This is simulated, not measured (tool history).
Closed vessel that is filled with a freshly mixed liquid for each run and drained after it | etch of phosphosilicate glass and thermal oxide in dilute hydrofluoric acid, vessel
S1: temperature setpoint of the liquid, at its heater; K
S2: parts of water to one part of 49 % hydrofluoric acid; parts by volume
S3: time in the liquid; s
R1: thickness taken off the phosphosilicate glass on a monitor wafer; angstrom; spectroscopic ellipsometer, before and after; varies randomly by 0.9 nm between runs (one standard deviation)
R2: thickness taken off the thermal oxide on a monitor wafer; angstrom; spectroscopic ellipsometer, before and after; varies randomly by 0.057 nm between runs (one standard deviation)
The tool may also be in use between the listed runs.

{"run": 1, "hour": 0.0, "S1": 297.15, "S2": 290, "S3": 150, "R1": 453.67, "R2": 19.961}
{"run": 2, "hour": 4.1, "S1": 297.15, "S2": 290, "S3": 205, "R1": 609.31, "R2": 27.035}
{"run": 3, "hour": 12.4, "S1": 299.15, "S2": 280, "S3": 205, "R1": 686.35, "R2": 31.237}
{"run": 4, "hour": 17.1, "S1": 299.15, "S2": 280, "S3": 165, "R1": 564.05, "R2": 24.163}
{"run": 5, "hour": 21.9, "S1": 299.65, "S2": 255, "S3": 170, "R1": 670.94, "R2": 28.568}
{"run": 6, "hour": 30.9, "S1": 300.15, "S2": 245, "S3": 175, "R1": 727.02, "R2": 32.139}

Expected results for the next run?
{"run": 7, "hour": 36.6, "S1": 301.65, "S2": 240, "S3": 175, "R1": "?", "R2": "?"}

For run 7 the tool returned R1 786.47 angstrom, R2 35.278 angstrom.
